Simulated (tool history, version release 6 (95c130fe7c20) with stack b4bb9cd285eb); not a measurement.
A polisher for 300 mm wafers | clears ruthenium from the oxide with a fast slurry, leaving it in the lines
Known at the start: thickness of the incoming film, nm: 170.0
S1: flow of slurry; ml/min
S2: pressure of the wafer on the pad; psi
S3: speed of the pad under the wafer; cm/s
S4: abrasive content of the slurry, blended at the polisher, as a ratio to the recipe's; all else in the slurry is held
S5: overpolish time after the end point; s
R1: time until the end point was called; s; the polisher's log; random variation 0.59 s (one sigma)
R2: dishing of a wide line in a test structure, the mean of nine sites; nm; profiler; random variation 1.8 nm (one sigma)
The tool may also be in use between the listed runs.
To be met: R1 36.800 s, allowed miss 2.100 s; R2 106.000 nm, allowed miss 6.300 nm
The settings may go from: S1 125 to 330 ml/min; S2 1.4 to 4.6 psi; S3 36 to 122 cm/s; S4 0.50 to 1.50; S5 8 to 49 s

run  hour   S1   S2  S3    S4  S5      R1      R2
  1   0.0  210  3.0  78  1.00  25  48.933  66.329
  2   3.5  210  3.0  78  1.15  25  44.836  70.572
  3  11.4  210  3.1  78  1.15  26  42.553  73.260
  4  17.0  210  3.2  78  1.15  28  42.395  79.189
  5  21.9  175  3.2  78  1.15  28  45.638  76.724
  6  26.4  185  3.3  78  1.15  29  43.708  80.175
  7  34.5  195  3.3  78  1.15  30  43.097  82.842
  8  40.2  205  3.4  78  1.15  31  41.265  85.828
  9  47.3  210  3.4  78  1.15  32  40.779  88.230
 10  52.7  210  3.7  78  1.15  36  38.684  97.989
 11  55.5  215  3.8  78  1.15  37  38.277  98.454

4 next moves are on the table. One of them brings every result within its allowed miss. Which?
  A  58.3  215  4.3  82  1.25  27   ?   ?
  B  58.3  215  3.8  78  1.25  38   ?   ?
  C  58.3  235  4.2  78  1.10  46   ?   ?
  D  58.3  225  3.9  72  1.00  41   ?   ?

move      R1       R2
   A  32.054   94.028
   B  36.657  106.020
   C  36.318  117.310
   D  44.159   99.657
A: further off than the last run
B: meets every target
C: takes the result that was furthest off past its target
D: further off than the last run
The right move is B.
